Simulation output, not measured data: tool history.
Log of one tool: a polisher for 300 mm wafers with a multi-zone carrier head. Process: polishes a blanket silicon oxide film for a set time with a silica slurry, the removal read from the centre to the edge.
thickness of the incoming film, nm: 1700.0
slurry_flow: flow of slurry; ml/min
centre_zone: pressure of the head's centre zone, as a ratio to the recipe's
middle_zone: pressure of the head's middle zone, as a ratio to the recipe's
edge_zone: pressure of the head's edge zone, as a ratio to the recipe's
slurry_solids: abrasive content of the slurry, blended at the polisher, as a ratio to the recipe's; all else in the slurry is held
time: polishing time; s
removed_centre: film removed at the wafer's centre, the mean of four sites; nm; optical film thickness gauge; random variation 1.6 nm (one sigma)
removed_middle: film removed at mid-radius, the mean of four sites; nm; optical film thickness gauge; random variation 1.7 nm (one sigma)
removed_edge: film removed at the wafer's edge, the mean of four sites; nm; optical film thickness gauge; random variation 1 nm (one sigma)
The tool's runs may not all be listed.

| run | hour | slurry_flow | centre_zone | middle_zone | edge_zone | slurry_solids | time | removed_centre | removed_middle | removed_edge |
|---|---|---|---|---|---|---|---|---|---|---|
| 1 | 0 | 320 | 1 | 1 | 1 | 1 | 37 | 110.31 | 109.16 | 109.05 |
| 2 | 7.2 | 320 | 1 | 1 | 1.01 | 1.05 | 37 | 112.5 | 112.37 | 112.08 |
| 3 | 11.3 | 320 | 1 | 1 | 1.02 | 1.1 | 37 | 113.28 | 113.32 | 115.6 |
| 4 | 15.5 | 320 | 1.05 | 1 | 1.02 | 1.1 | 37 | 120.43 | 116.33 | 118.02 |
| 5 | 16.9 | 320 | 1.05 | 1 | 1.02 | 1.15 | 37 | 124.62 | 117.13 | 117.86 |
| 6 | 24.6 | 320 | 1.05 | 1.01 | 1.04 | 1.15 | 37 | 123.36 | 116.18 | 120.48 |
| 7 | 30.7 | 320 | 1.05 | 1.02 | 1.05 | 1.15 | 37 | 122.87 | 117.54 | 120.23 |
| 8 | 32.4 | 320 | 1.05 | 1.03 | 1.06 | 1.15 | 37 | 122.23 | 119.06 | 120.95 |

The next listed run, before its measurement:
| 9 | 39.9 | 320 | 1.05 | 1.04 | 1.07 | 1.15 | 37 | ? | ? | ? |

{"run 9": {"removed_centre": 124.21, "removed_middle": 120.62, "removed_edge": 119.56}}

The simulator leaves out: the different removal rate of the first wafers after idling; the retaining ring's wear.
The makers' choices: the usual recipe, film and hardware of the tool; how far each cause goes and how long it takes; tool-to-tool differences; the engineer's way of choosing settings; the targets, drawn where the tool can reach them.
